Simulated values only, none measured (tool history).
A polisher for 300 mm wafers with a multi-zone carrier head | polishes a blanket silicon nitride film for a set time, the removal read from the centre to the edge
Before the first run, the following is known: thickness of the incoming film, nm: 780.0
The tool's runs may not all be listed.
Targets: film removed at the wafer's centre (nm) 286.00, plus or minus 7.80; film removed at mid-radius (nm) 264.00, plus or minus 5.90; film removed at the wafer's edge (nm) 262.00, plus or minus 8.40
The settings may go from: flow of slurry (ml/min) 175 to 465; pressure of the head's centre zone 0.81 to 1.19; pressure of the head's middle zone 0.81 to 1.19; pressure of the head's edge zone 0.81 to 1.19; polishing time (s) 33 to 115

run	hour	flow of slurry (ml/min)	pressure of the head's centre zone	pressure of the head's middle zone	pressure of the head's edge zone	polishing time (s)	film removed at the wafer's centre (nm)	film removed at mid-radius (nm)	film removed at the wafer's edge (nm)
1	0.0	295	1.00	1.00	1.00	73	211.05	214.24	211.46
2	8.9	310	1.05	1.03	1.05	76	233.33	231.47	228.54
3	11.2	330	1.09	1.05	1.09	77	244.81	237.28	238.67
4	19.9	330	1.09	1.13	1.09	77	247.86	250.25	242.02
5	22.8	300	1.09	1.13	1.09	77	245.96	246.38	233.83
6	30.6	240	1.09	1.13	1.09	77	238.01	244.78	231.20
7	36.9	280	1.12	1.14	1.12	78	254.35	250.69	240.40
8	45.9	310	1.14	1.15	1.14	78	264.97	258.80	242.72
9	52.6	335	1.14	1.13	1.16	79	266.02	255.91	252.64
10	53.9	355	1.15	1.13	1.17	79	269.25	256.21	252.89
11	55.9	365	1.16	1.13	1.18	79	269.61	256.11	252.09

Pick the move, out of 5, that brings all results within their allowed miss; only one does.
A	57.9	285	1.10	1.09	1.19	79	?	?	?
B	57.9	355	1.19	1.13	1.19	81	?	?	?
C	57.9	340	1.06	1.06	1.19	79	?	?	?
D	57.9	340	1.06	1.02	1.19	82	?	?	?
E	57.9	415	1.16	1.04	1.19	79	?	?	?

move	film removed at the wafer's centre (nm)	film removed at mid-radius (nm)	film removed at the wafer's edge (nm)
A	254.39	244.60	252.66
B	289.28	262.73	263.29
C	249.95	244.32	256.22
D	259.38	247.00	266.07
E	278.64	244.98	259.52
A: moves away from the targets compared with the last run
B: every result lands within tolerance
C: moves away from the targets compared with the last run
D: moves away from the targets compared with the last run
E: corrects the largest miss of the last run, while another result sits out of spec
Go with B: it meets all targets.
